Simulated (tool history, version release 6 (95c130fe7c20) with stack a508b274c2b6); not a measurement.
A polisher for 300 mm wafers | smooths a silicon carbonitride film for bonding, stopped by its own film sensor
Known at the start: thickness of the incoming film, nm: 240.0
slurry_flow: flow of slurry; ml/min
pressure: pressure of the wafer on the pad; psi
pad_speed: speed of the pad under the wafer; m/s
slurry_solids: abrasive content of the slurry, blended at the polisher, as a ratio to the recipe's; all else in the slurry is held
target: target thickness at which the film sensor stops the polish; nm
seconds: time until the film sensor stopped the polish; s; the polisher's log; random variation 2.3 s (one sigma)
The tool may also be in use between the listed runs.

{"run": 1, "hour": 0.0, "slurry_flow": 200, "pressure": 2.5, "pad_speed": 0.68, "slurry_solids": 1.0, "target": 216, "seconds": 104.94}
{"run": 2, "hour": 8.5, "slurry_flow": 200, "pressure": 2.3, "pad_speed": 0.68, "slurry_solids": 1.0, "target": 216, "seconds": 113.63}
{"run": 3, "hour": 14.5, "slurry_flow": 200, "pressure": 2.2, "pad_speed": 0.68, "slurry_solids": 1.0, "target": 216, "seconds": 116.78}
{"run": 4, "hour": 15.4, "slurry_flow": 200, "pressure": 2.2, "pad_speed": 0.68, "slurry_solids": 1.2, "target": 216, "seconds": 107.36}
{"hour": 22.1, "done": "slurry blender recalibrated"}
{"run": 5, "hour": 22.1, "slurry_flow": 200, "pressure": 2.2, "pad_speed": 0.68, "slurry_solids": 1.15, "target": 216, "seconds": 95.776}
{"run": 6, "hour": 22.8, "slurry_flow": 200, "pressure": 2.0, "pad_speed": 0.64, "slurry_solids": 1.15, "target": 216, "seconds": 112.49}
{"run": 7, "hour": 28.9, "slurry_flow": 200, "pressure": 1.9, "pad_speed": 0.62, "slurry_solids": 1.15, "target": 216, "seconds": 123.65}
{"run": 8, "hour": 34.0, "slurry_flow": 200, "pressure": 1.8, "pad_speed": 0.62, "slurry_solids": 1.15, "target": 216, "seconds": 129.8}
{"run": 9, "hour": 40.7, "slurry_flow": 200, "pressure": 1.7, "pad_speed": 0.62, "slurry_solids": 1.15, "target": 216, "seconds": 133.83}
{"run": 10, "hour": 47.5, "slurry_flow": 200, "pressure": 1.1, "pad_speed": 0.6, "slurry_solids": 1.15, "target": 216, "seconds": 212.15}

Run 11 comes next. What will it give?
{"run": 11, "hour": 51.9, "slurry_flow": 200, "pressure": 1.2, "pad_speed": 0.6, "slurry_solids": 1.15, "target": 216, "seconds": "?"}

seconds: 195.870 s
